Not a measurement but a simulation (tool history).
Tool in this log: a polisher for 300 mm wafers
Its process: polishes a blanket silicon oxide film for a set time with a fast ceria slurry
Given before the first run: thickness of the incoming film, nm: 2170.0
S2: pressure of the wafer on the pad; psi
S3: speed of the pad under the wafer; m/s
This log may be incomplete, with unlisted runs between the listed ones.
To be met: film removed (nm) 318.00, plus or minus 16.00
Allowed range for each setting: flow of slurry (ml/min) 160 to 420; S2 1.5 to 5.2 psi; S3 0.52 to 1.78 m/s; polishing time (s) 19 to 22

Run 1, hour 0.0: flow of slurry (ml/min) 270, S2 3.3 psi, S3 1.14 m/s, polishing time (s) 22. Result: film removed (nm) 543.66.
Run 2, hour 2.2: flow of slurry (ml/min) 270, S2 3.0 psi, S3 1.14 m/s, polishing time (s) 22. Result: film removed (nm) 501.62.
Run 3, hour 8.4: flow of slurry (ml/min) 215, S2 3.0 psi, S3 1.14 m/s, polishing time (s) 22. Result: film removed (nm) 485.42.
Run 4, hour 13.3: flow of slurry (ml/min) 215, S2 2.7 psi, S3 1.14 m/s, polishing time (s) 22. Result: film removed (nm) 449.97.
Run 5, hour 16.9: flow of slurry (ml/min) 275, S2 2.7 psi, S3 1.14 m/s, polishing time (s) 22. Result: film removed (nm) 459.61.
Run 6, hour 17.7: flow of slurry (ml/min) 275, S2 2.5 psi, S3 1.14 m/s, polishing time (s) 22. Result: film removed (nm) 415.55.
Run 7, hour 22.7: flow of slurry (ml/min) 275, S2 2.4 psi, S3 1.14 m/s, polishing time (s) 22. Result: film removed (nm) 413.44.
Run 8, hour 29.7: flow of slurry (ml/min) 275, S2 2.2 psi, S3 1.14 m/s, polishing time (s) 22. Result: film removed (nm) 372.38.
Run 9, hour 38.6: flow of slurry (ml/min) 275, S2 2.1 psi, S3 1.14 m/s, polishing time (s) 22. Result: film removed (nm) 366.25.
Run 10, hour 47.0: flow of slurry (ml/min) 275, S2 2.0 psi, S3 1.14 m/s, polishing time (s) 22. Result: film removed (nm) 338.89.

Consider the 5 candidate settings below. Which is the only one whose results all fall within their allowed miss of target?
Run A, hour 55.4: flow of slurry (ml/min) 290, S2 1.8 psi, S3 1.46 m/s, polishing time (s) 20. Result: film removed (nm) ?.
Run B, hour 55.4: flow of slurry (ml/min) 285, S2 2.4 psi, S3 1.06 m/s, polishing time (s) 20. Result: film removed (nm) ?.
Run C, hour 55.4: flow of slurry (ml/min) 320, S2 2.5 psi, S3 1.02 m/s, polishing time (s) 21. Result: film removed (nm) ?.
Run D, hour 55.4: flow of slurry (ml/min) 230, S2 2.2 psi, S3 1.18 m/s, polishing time (s) 22. Result: film removed (nm) ?.
Run E, hour 55.4: flow of slurry (ml/min) 270, S2 1.9 psi, S3 1.20 m/s, polishing time (s) 20. Result: film removed (nm) ?.

move  film removed (nm)
   A             357.31
   B             340.77
   C             362.12
   D             374.22
   E             307.86
A: moves away from the targets compared with the last run
B: moves away from the targets compared with the last run
C: moves away from the targets compared with the last run
D: moves away from the targets compared with the last run
E: meets every target
E is the move that brings every result within its allowed miss.
